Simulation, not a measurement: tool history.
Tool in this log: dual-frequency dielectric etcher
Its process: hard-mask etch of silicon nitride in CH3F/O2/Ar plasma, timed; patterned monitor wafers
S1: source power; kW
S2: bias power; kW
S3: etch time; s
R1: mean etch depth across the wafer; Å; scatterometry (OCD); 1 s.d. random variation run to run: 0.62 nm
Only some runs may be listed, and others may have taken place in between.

run,hour,S1,S2,S3,R1
1,0.0,0.450,0.069,160.0,1260.2
2,2.7,0.450,0.069,160.0,1283.5
3,5.4,0.420,0.068,160.0,1245.4
4,7.8,0.420,0.068,160.0,1233.5
5,11.7,0.420,0.068,167.5,1289.8
# hour 13.9: bias power generator calibrated
6,13.9,0.490,0.068,167.5,1339.8
7,17.7,0.460,0.064,167.0,1306.9
8,19.0,0.430,0.061,166.5,1252.9
9,26.3,0.410,0.060,166.5,1235.5
10,31.3,0.390,0.059,166.5,1209.2

What will run 11 give?
11,36.5,0.380,0.058,166.5,?

{"run 11": {"R1": 1193.6}}
